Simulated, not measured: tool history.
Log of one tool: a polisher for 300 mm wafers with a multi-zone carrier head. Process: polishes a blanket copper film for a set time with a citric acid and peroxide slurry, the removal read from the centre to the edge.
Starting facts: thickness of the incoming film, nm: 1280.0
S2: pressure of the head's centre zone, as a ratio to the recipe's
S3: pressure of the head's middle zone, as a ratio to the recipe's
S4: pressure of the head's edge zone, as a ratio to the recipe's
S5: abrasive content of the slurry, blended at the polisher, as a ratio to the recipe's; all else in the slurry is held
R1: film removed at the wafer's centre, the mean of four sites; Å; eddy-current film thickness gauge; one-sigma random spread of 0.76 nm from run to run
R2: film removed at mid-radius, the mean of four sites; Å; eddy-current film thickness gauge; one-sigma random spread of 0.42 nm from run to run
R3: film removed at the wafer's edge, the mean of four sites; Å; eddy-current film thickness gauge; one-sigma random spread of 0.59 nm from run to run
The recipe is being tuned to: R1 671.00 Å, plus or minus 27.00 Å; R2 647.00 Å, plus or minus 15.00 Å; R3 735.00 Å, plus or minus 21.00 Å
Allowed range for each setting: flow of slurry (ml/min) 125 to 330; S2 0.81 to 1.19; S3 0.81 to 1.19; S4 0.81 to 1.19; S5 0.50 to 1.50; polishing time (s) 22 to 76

{"run": 1, "hour": 0.0, "flow of slurry (ml/min)": 210, "S2": 1.0, "S3": 1.0, "S4": 1.0, "S5": 1.0, "polishing time (s)": 49, "R1": 1063.1, "R2": 1083.1, "R3": 1085.8}
{"run": 2, "hour": 6.1, "flow of slurry (ml/min)": 200, "S2": 0.98, "S3": 0.96, "S4": 0.98, "S5": 0.9, "polishing time (s)": 47, "R1": 990.48, "R2": 963.25, "R3": 1009.4}
{"run": 3, "hour": 12.6, "flow of slurry (ml/min)": 235, "S2": 0.98, "S3": 0.96, "S4": 0.98, "S5": 0.9, "polishing time (s)": 47, "R1": 1017.9, "R2": 1006.8, "R3": 1031.3}
{"run": 4, "hour": 18.1, "flow of slurry (ml/min)": 215, "S2": 0.95, "S3": 0.94, "S4": 0.96, "S5": 0.8, "polishing time (s)": 45, "R1": 915.2, "R2": 900.43, "R3": 950.85}
{"run": 5, "hour": 23.6, "flow of slurry (ml/min)": 200, "S2": 0.93, "S3": 0.92, "S4": 0.93, "S5": 0.75, "polishing time (s)": 44, "R1": 862.84, "R2": 842.21, "R3": 905.58}
{"run": 6, "hour": 26.3, "flow of slurry (ml/min)": 190, "S2": 0.91, "S3": 0.91, "S4": 0.91, "S5": 0.7, "polishing time (s)": 43, "R1": 785.01, "R2": 794.42, "R3": 855.76}
{"run": 7, "hour": 33.0, "flow of slurry (ml/min)": 180, "S2": 0.91, "S3": 0.89, "S4": 0.89, "S5": 0.65, "polishing time (s)": 42, "R1": 752.04, "R2": 744.99, "R3": 809.92}
{"run": 8, "hour": 36.3, "flow of slurry (ml/min)": 170, "S2": 0.9, "S3": 0.87, "S4": 0.87, "S5": 0.65, "polishing time (s)": 42, "R1": 728.33, "R2": 723.65, "R3": 794.85}
{"run": 9, "hour": 37.3, "flow of slurry (ml/min)": 165, "S2": 0.9, "S3": 0.86, "S4": 0.86, "S5": 0.65, "polishing time (s)": 42, "R1": 736.48, "R2": 715.68, "R3": 775.45}
{"run": 10, "hour": 45.5, "flow of slurry (ml/min)": 160, "S2": 0.89, "S3": 0.85, "S4": 0.86, "S5": 0.65, "polishing time (s)": 42, "R1": 733.06, "R2": 700.8, "R3": 778.61}
{"run": 11, "hour": 46.8, "flow of slurry (ml/min)": 155, "S2": 0.88, "S3": 0.84, "S4": 0.85, "S5": 0.65, "polishing time (s)": 42, "R1": 696.92, "R2": 690.81, "R3": 770.51}
{"run": 12, "hour": 52.1, "flow of slurry (ml/min)": 150, "S2": 0.88, "S3": 0.83, "S4": 0.84, "S5": 0.65, "polishing time (s)": 42, "R1": 704.85, "R2": 684.36, "R3": 764.17}
{"run": 13, "hour": 56.4, "flow of slurry (ml/min)": 145, "S2": 0.88, "S3": 0.83, "S4": 0.84, "S5": 0.65, "polishing time (s)": 42, "R1": 696.92, "R2": 675.68, "R3": 763.51}
{"run": 14, "hour": 57.3, "flow of slurry (ml/min)": 140, "S2": 0.88, "S3": 0.83, "S4": 0.83, "S5": 0.65, "polishing time (s)": 42, "R1": 698.46, "R2": 659.56, "R3": 741.46}
{"run": 15, "hour": 63.6, "flow of slurry (ml/min)": 135, "S2": 0.87, "S3": 0.83, "S4": 0.83, "S5": 0.65, "polishing time (s)": 42, "R1": 670.55, "R2": 665.01, "R3": 747.84}

Which of these 5 next moves meets every target?
{"run": "A", "hour": 69.9, "flow of slurry (ml/min)": 150, "S2": 0.87, "S3": 0.86, "S4": 0.82, "S5": 0.85, "polishing time (s)": 40, "R1": "?", "R2": "?", "R3": "?"}
{"run": "B", "hour": 69.9, "flow of slurry (ml/min)": 135, "S2": 0.86, "S3": 0.81, "S4": 0.81, "S5": 0.5, "polishing time (s)": 44, "R1": "?", "R2": "?", "R3": "?"}
{"run": "C", "hour": 69.9, "flow of slurry (ml/min)": 130, "S2": 0.83, "S3": 0.86, "S4": 0.88, "S5": 0.65, "polishing time (s)": 43, "R1": "?", "R2": "?", "R3": "?"}
{"run": "D", "hour": 69.9, "flow of slurry (ml/min)": 195, "S2": 0.85, "S3": 0.86, "S4": 0.81, "S5": 0.6, "polishing time (s)": 39, "R1": "?", "R2": "?", "R3": "?"}
{"run": "E", "hour": 69.9, "flow of slurry (ml/min)": 130, "S2": 0.89, "S3": 0.91, "S4": 0.96, "S5": 0.5, "polishing time (s)": 43, "R1": "?", "R2": "?", "R3": "?"}

move=A R1=700.16 R2=701.83 R3=763.57
move=B R1=663.38 R2=642.68 R3=736.29
move=C R1=653.47 R2=688.58 R3=781.10
move=D R1=657.95 R2=670.04 R3=715.08
move=E R1=662.73 R2=684.07 R3=770.81
A: further off than the last run
B: every result lands within tolerance
C: further off than the last run
D: further off than the last run
E: further off than the last run
The move that meets every target is B.

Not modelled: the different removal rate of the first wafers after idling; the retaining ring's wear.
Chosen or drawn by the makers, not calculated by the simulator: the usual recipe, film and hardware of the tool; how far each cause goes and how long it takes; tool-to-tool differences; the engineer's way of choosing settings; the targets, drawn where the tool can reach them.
